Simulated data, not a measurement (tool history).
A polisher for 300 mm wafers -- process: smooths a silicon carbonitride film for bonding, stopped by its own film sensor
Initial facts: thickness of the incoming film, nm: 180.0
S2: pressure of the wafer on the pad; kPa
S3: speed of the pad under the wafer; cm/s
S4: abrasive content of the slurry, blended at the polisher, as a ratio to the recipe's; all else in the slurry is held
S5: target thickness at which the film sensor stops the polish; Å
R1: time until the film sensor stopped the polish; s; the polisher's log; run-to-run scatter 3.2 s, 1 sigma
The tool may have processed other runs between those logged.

run 1 hour=0.0 | flow_of_slurry_(ml/min)=185 S2=14.5 S3=102 S4=1.0 S5=1440 | R1=126.42
run 2 hour=0.8 | flow_of_slurry_(ml/min)=185 S2=14.5 S3=122 S4=1.0 S5=1440 | R1=111.20
run 3 hour=9.3 | flow_of_slurry_(ml/min)=230 S2=14.5 S3=122 S4=1.0 S5=1440 | R1=106.31
run 4 hour=14.7 | flow_of_slurry_(ml/min)=230 S2=13.1 S3=120 S4=1.0 S5=1440 | R1=121.03
run 5 hour=22.7 | flow_of_slurry_(ml/min)=230 S2=11.7 S3=118 S4=1.0 S5=1440 | R1=132.25
run 6 hour=30.5 | flow_of_slurry_(ml/min)=230 S2=11.0 S3=116 S4=1.0 S5=1440 | R1=145.66
run 7 hour=33.6 | flow_of_slurry_(ml/min)=230 S2=10.3 S3=116 S4=1.0 S5=1440 | R1=154.79

What does the tool deliver on the next run?
run 8 hour=41.2 | flow_of_slurry_(ml/min)=230 S2=9.7 S3=116 S4=1.0 S5=1440 | R1=?

{"run 8": {"R1": 164.32}}
